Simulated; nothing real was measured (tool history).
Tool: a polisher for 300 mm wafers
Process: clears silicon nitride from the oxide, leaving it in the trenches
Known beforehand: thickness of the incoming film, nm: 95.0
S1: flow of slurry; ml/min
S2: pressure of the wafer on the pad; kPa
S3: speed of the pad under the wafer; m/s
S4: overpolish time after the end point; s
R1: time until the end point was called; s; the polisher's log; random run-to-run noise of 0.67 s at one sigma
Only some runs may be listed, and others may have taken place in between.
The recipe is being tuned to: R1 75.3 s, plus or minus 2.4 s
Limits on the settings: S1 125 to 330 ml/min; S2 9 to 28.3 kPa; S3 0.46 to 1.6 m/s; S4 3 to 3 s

{"run": 1, "hour": 0.0, "S1": 210, "S2": 18.6, "S3": 1.02, "S4": 3, "R1": 141.25}
{"run": 2, "hour": 7.9, "S1": 215, "S2": 20.7, "S3": 1.04, "S4": 3, "R1": 128.49}
{"run": 3, "hour": 12.6, "S1": 215, "S2": 24.8, "S3": 1.04, "S4": 3, "R1": 108.85}
{"run": 4, "hour": 17.4, "S1": 245, "S2": 24.8, "S3": 1.04, "S4": 3, "R1": 107.67}
{"run": 5, "hour": 25.6, "S1": 245, "S2": 25.5, "S3": 1.1, "S4": 3, "R1": 98.124}
{"run": 6, "hour": 31.6, "S1": 245, "S2": 25.5, "S3": 1.1, "S4": 3, "R1": 99.527}
{"run": 7, "hour": 32.4, "S1": 245, "S2": 26.2, "S3": 1.14, "S4": 3, "R1": 93.596}
{"run": 8, "hour": 40.1, "S1": 245, "S2": 26.9, "S3": 1.18, "S4": 3, "R1": 88.854}
{"run": 9, "hour": 42.8, "S1": 245, "S2": 26.9, "S3": 1.22, "S4": 3, "R1": 86.514}
{"run": 10, "hour": 47.2, "S1": 245, "S2": 26.9, "S3": 1.24, "S4": 3, "R1": 85.306}
{"run": 11, "hour": 55.9, "S1": 245, "S2": 26.9, "S3": 1.26, "S4": 3, "R1": 83.347}
{"run": 12, "hour": 59.9, "S1": 245, "S2": 26.9, "S3": 1.28, "S4": 3, "R1": 81.243}
{"run": 13, "hour": 65.4, "S1": 245, "S2": 27.6, "S3": 1.3, "S4": 3, "R1": 77.806}

Exactly one of the 4 candidate moves below puts every result within its allowed miss. Which one?
{"run": "A", "hour": 70.9, "S1": 270, "S2": 26.2, "S3": 1.32, "S4": 3, "R1": "?"}
{"run": "B", "hour": 70.9, "S1": 250, "S2": 27.6, "S3": 1.28, "S4": 3, "R1": "?"}
{"run": "C", "hour": 70.9, "S1": 245, "S2": 28.3, "S3": 1.24, "S4": 3, "R1": "?"}
{"run": "D", "hour": 70.9, "S1": 210, "S2": 28.3, "S3": 1.34, "S4": 3, "R1": "?"}

move=A R1=80.904
move=B R1=80.232
move=C R1=81.127
move=D R1=76.18
A: further off than the last run
B: further off than the last run
C: further off than the last run
D: each result inside its tolerance
Move D is the one to make.
